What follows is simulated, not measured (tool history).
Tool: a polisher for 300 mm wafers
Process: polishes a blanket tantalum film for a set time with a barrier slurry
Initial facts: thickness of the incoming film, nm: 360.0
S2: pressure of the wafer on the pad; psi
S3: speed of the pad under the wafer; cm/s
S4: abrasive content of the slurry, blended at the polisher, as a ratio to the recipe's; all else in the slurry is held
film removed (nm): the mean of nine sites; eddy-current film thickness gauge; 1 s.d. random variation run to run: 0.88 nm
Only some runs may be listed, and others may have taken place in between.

{"run": 1, "hour": 0.0, "flow of slurry (ml/min)": 140, "S2": 2.4, "S3": 116, "S4": 1.0, "polishing time (s)": 68, "film removed (nm)": 148.56}
{"run": 2, "hour": 7.7, "flow of slurry (ml/min)": 140, "S2": 2.4, "S3": 116, "S4": 1.0, "polishing time (s)": 72, "film removed (nm)": 154.81}
{"run": 3, "hour": 14.5, "flow of slurry (ml/min)": 155, "S2": 2.4, "S3": 116, "S4": 1.0, "polishing time (s)": 72, "film removed (nm)": 160.95}
{"run": 4, "hour": 23.4, "flow of slurry (ml/min)": 180, "S2": 2.4, "S3": 116, "S4": 1.0, "polishing time (s)": 72, "film removed (nm)": 160.8}
{"hour": 28.9, "done": "worn pad replaced by a new one"}
{"run": 5, "hour": 28.9, "flow of slurry (ml/min)": 180, "S2": 2.2, "S3": 116, "S4": 1.0, "polishing time (s)": 72, "film removed (nm)": 161.82}
{"run": 6, "hour": 32.0, "flow of slurry (ml/min)": 170, "S2": 2.0, "S3": 114, "S4": 1.0, "polishing time (s)": 72, "film removed (nm)": 145.06}
{"run": 7, "hour": 34.1, "flow of slurry (ml/min)": 165, "S2": 1.9, "S3": 114, "S4": 1.0, "polishing time (s)": 72, "film removed (nm)": 138.65}
{"run": 8, "hour": 39.3, "flow of slurry (ml/min)": 160, "S2": 1.8, "S3": 114, "S4": 1.0, "polishing time (s)": 72, "film removed (nm)": 129.71}
{"run": 9, "hour": 40.5, "flow of slurry (ml/min)": 150, "S2": 1.8, "S3": 114, "S4": 1.0, "polishing time (s)": 72, "film removed (nm)": 127.91}
{"run": 10, "hour": 43.2, "flow of slurry (ml/min)": 145, "S2": 1.8, "S3": 114, "S4": 1.0, "polishing time (s)": 72, "film removed (nm)": 126.46}
{"run": 11, "hour": 47.3, "flow of slurry (ml/min)": 140, "S2": 1.8, "S3": 114, "S4": 1.0, "polishing time (s)": 72, "film removed (nm)": 126.33}
{"run": 12, "hour": 55.3, "flow of slurry (ml/min)": 135, "S2": 1.8, "S3": 114, "S4": 1.0, "polishing time (s)": 72, "film removed (nm)": 125.5}
{"run": 13, "hour": 63.0, "flow of slurry (ml/min)": 130, "S2": 1.8, "S3": 114, "S4": 1.0, "polishing time (s)": 72, "film removed (nm)": 124.27}
{"run": 14, "hour": 64.4, "flow of slurry (ml/min)": 125, "S2": 1.8, "S3": 114, "S4": 1.0, "polishing time (s)": 72, "film removed (nm)": 124.45}
{"run": 15, "hour": 69.0, "flow of slurry (ml/min)": 120, "S2": 1.7, "S3": 114, "S4": 1.0, "polishing time (s)": 72, "film removed (nm)": 114.99}

Forecast run 16:
{"run": 16, "hour": 75.7, "flow of slurry (ml/min)": 115, "S2": 1.7, "S3": 114, "S4": 1.0, "polishing time (s)": 72, "film removed (nm)": "?"}

film removed (nm): 115.81
